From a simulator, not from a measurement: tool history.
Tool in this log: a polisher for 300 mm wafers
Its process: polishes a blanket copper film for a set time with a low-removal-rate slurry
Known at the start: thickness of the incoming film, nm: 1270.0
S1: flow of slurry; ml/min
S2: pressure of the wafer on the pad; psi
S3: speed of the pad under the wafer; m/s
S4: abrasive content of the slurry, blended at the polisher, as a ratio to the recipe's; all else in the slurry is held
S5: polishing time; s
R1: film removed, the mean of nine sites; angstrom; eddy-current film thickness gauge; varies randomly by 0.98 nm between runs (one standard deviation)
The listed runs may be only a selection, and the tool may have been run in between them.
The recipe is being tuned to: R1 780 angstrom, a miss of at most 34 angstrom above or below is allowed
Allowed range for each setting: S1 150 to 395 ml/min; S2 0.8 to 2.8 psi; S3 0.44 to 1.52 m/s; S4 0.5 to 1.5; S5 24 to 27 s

run,day,S1,S2,S3,S4,S5,R1
1,0,250,1.8,0.98,1,27,463.76
2,0.121,250,1.8,0.9,1,27,419.89
3,0.383,250,1.6,0.9,1,27,377.51
4,0.717,250,1.8,0.92,1,27,436.63
5,0.979,250,2,0.92,1,27,482.53
6,1.012,250,2.1,0.92,1,27,512.94
7,1.104,250,2.1,0.92,1,27,500.38
8,1.167,250,2.2,0.94,1,27,544.1
9,1.317,250,2.3,0.94,1,27,555.82
10,1.662,250,2.4,0.96,1,27,616.28
11,1.917,250,2.5,0.96,1,27,628.59
12,2.021,250,2.5,0.98,1,27,628.87

Below are 5 possible settings for the next run. Only one of them brings all results inside the allowed miss of their targets. Which is it?
A,2.125,265,2.5,0.92,1,24,?
B,2.125,225,2.6,1.04,1.1,27,?
C,2.125,230,2.8,1,0.95,27,?
D,2.125,270,2.6,1.06,1.05,26,?
E,2.125,315,2.8,0.98,1.3,27,?

move,R1
A,541.09
B,706.34
C,711.8
D,696.34
E,773.79
A: further off than the last run
B: moves toward the targets from the last run without getting all of them in spec
C: moves toward the targets from the last run without getting all of them in spec
D: moves toward the targets from the last run without getting all of them in spec
E: all results in spec
The right move is E.
